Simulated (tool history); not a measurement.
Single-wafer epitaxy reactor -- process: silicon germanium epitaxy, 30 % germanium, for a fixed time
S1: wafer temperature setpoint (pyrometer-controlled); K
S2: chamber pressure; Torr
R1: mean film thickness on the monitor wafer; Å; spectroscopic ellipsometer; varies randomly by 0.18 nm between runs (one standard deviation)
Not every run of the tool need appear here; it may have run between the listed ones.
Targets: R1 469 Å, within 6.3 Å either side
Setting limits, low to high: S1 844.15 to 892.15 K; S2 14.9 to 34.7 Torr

run 1 day=0 | S1=868.15 S2=24.8 | R1=573.11
run 2 day=0.125 | S1=868.15 S2=26.7 | R1=584.71
run 3 day=0.188 | S1=864.15 S2=26.6 | R1=548.87
run 4 day=0.342 | S1=864.15 S2=28.9 | R1=561.53
run 5 day=0.467 | S1=861.15 S2=28.8 | R1=530.47
run 6 day=0.838 | S1=871.15 S2=28.8 | R1=633.43
run 7 day=0.988 | S1=865.15 S2=28.7 | R1=572.47
run 8 day=1.083 | S1=861.15 S2=28.6 | R1=532.37
run 9 day=1.15 | S1=853.15 S2=28.5 | R1=462.46

Next run, 5 choices. One meets every target within its allowed miss, the rest don't. Which?
run A day=1.217 | S1=854.15 S2=26.1 | R1=?
run B day=1.217 | S1=857.15 S2=21.5 | R1=?
run C day=1.217 | S1=854.15 S2=25.3 | R1=?
run D day=1.217 | S1=849.15 S2=34.2 | R1=?
run E day=1.217 | S1=855.15 S2=26.4 | R1=?

move=A R1=458.39
move=B R1=454.86
move=C R1=453.9
move=D R1=458.28
move=E R1=468.19
A: further off than the last run
B: further off than the last run
C: further off than the last run
D: further off than the last run
E: each result inside its tolerance
Go with E: it meets all targets.
